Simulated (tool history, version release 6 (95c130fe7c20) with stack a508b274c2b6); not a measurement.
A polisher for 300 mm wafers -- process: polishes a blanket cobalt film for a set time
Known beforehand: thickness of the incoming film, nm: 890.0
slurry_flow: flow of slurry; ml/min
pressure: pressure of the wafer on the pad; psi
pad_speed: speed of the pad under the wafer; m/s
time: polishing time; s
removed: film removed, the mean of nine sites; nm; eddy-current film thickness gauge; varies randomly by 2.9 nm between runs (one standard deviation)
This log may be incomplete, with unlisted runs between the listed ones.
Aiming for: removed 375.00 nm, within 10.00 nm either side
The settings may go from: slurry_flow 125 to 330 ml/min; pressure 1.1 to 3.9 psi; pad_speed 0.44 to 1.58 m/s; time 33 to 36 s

Run 1, day 0.000: slurry_flow 210 ml/min, pressure 2.5 psi, pad_speed 1.00 m/s, time 36 s. Result: removed 267.62 nm.
Run 2, day 0.146: slurry_flow 210 ml/min, pressure 2.5 psi, pad_speed 1.00 m/s, time 33 s. Result: removed 246.56 nm.
Run 3, day 0.238: slurry_flow 215 ml/min, pressure 2.6 psi, pad_speed 1.00 m/s, time 33 s. Result: removed 256.65 nm.
Run 4, day 0.567: slurry_flow 215 ml/min, pressure 2.7 psi, pad_speed 1.00 m/s, time 33 s. Result: removed 266.41 nm.
Run 5, day 0.800: slurry_flow 215 ml/min, pressure 2.8 psi, pad_speed 1.00 m/s, time 33 s. Result: removed 277.94 nm.
Run 6, day 0.854: slurry_flow 215 ml/min, pressure 2.9 psi, pad_speed 1.00 m/s, time 33 s. Result: removed 280.11 nm.
Run 7, day 1.192: slurry_flow 220 ml/min, pressure 3.0 psi, pad_speed 1.00 m/s, time 33 s. Result: removed 292.05 nm.
Run 8, day 1.371: slurry_flow 220 ml/min, pressure 3.1 psi, pad_speed 1.00 m/s, time 33 s. Result: removed 302.43 nm.
Run 9, day 1.408: slurry_flow 220 ml/min, pressure 3.2 psi, pad_speed 1.00 m/s, time 33 s. Result: removed 313.52 nm.
Run 10, day 1.662: slurry_flow 250 ml/min, pressure 3.7 psi, pad_speed 1.00 m/s, time 33 s. Result: removed 358.65 nm.

Which one of the following 4 next-run settings gets every result inside its allowed miss? There is exactly one.
Run A, day 1.917: slurry_flow 200 ml/min, pressure 3.8 psi, pad_speed 0.98 m/s, time 33 s. Result: removed ?.
Run B, day 1.917: slurry_flow 210 ml/min, pressure 3.5 psi, pad_speed 1.00 m/s, time 34 s. Result: removed ?.
Run C, day 1.917: slurry_flow 245 ml/min, pressure 3.3 psi, pad_speed 1.10 m/s, time 35 s. Result: removed ?.
Run D, day 1.917: slurry_flow 250 ml/min, pressure 3.8 psi, pad_speed 0.88 m/s, time 34 s. Result: removed ?.

move  removed
   A   352.24
   B   344.74
   C   375.02
   D   335.50
A: misses by more than the last run did
B: misses by more than the last run did
C: all results land within tolerance of their targets
D: misses by more than the last run did
C meets every target.

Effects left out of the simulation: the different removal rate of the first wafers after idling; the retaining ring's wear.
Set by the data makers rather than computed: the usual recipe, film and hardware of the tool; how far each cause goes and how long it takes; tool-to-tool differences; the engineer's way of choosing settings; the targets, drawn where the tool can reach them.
